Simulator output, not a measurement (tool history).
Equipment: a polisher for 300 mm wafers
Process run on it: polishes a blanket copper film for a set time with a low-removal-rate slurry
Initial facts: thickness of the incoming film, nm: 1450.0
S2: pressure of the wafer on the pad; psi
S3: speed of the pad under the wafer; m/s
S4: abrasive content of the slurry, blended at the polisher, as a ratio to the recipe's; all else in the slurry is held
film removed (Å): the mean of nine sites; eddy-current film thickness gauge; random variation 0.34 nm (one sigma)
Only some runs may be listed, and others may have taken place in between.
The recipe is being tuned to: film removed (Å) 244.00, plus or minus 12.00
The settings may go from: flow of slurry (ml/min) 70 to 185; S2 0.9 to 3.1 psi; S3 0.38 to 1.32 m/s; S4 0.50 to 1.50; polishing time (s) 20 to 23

run 1 hour=0.0 | flow_of_slurry_(ml/min)=120 S2=2.0 S3=0.84 S4=1.00 polishing_time_(s)=23 | film_removed_(Å)=388.51
run 2 hour=7.9 | flow_of_slurry_(ml/min)=120 S2=2.0 S3=0.84 S4=0.90 polishing_time_(s)=23 | film_removed_(Å)=368.99
run 3 hour=14.9 | flow_of_slurry_(ml/min)=120 S2=1.9 S3=0.84 S4=0.90 polishing_time_(s)=23 | film_removed_(Å)=346.37
run 4 hour=20.1 | flow_of_slurry_(ml/min)=120 S2=1.8 S3=0.84 S4=0.90 polishing_time_(s)=23 | film_removed_(Å)=330.23
run 5 hour=26.1 | flow_of_slurry_(ml/min)=120 S2=1.8 S3=1.00 S4=0.90 polishing_time_(s)=23 | film_removed_(Å)=400.91
run 6 hour=34.3 | flow_of_slurry_(ml/min)=120 S2=1.8 S3=1.00 S4=0.80 polishing_time_(s)=23 | film_removed_(Å)=389.21
run 7 hour=41.4 | flow_of_slurry_(ml/min)=120 S2=1.7 S3=1.00 S4=0.80 polishing_time_(s)=23 | film_removed_(Å)=359.30
run 8 hour=47.1 | flow_of_slurry_(ml/min)=120 S2=1.6 S3=1.00 S4=0.80 polishing_time_(s)=23 | film_removed_(Å)=331.38
run 9 hour=51.9 | flow_of_slurry_(ml/min)=115 S2=1.4 S3=1.00 S4=0.80 polishing_time_(s)=23 | film_removed_(Å)=290.29
run 10 hour=54.2 | flow_of_slurry_(ml/min)=110 S2=1.3 S3=1.00 S4=0.80 polishing_time_(s)=23 | film_removed_(Å)=273.45

Pick the move, out of 4, that brings all results within their allowed miss; only one does.
run A hour=56.5 | flow_of_slurry_(ml/min)=90 S2=1.2 S3=1.06 S4=1.00 polishing_time_(s)=21 | film_removed_(Å)=?
run B hour=56.5 | flow_of_slurry_(ml/min)=85 S2=1.3 S3=1.18 S4=0.90 polishing_time_(s)=21 | film_removed_(Å)=?
run C hour=56.5 | flow_of_slurry_(ml/min)=110 S2=1.6 S3=0.92 S4=0.75 polishing_time_(s)=22 | film_removed_(Å)=?
run D hour=56.5 | flow_of_slurry_(ml/min)=110 S2=1.3 S3=1.14 S4=0.90 polishing_time_(s)=22 | film_removed_(Å)=?

move=A film_removed_(Å)=241.68
move=B film_removed_(Å)=275.58
move=C film_removed_(Å)=276.48
move=D film_removed_(Å)=297.53
A: meets every target
B: moves away from the targets compared with the last run
C: moves away from the targets compared with the last run
D: moves away from the targets compared with the last run
Correct choice: A, which meets every target
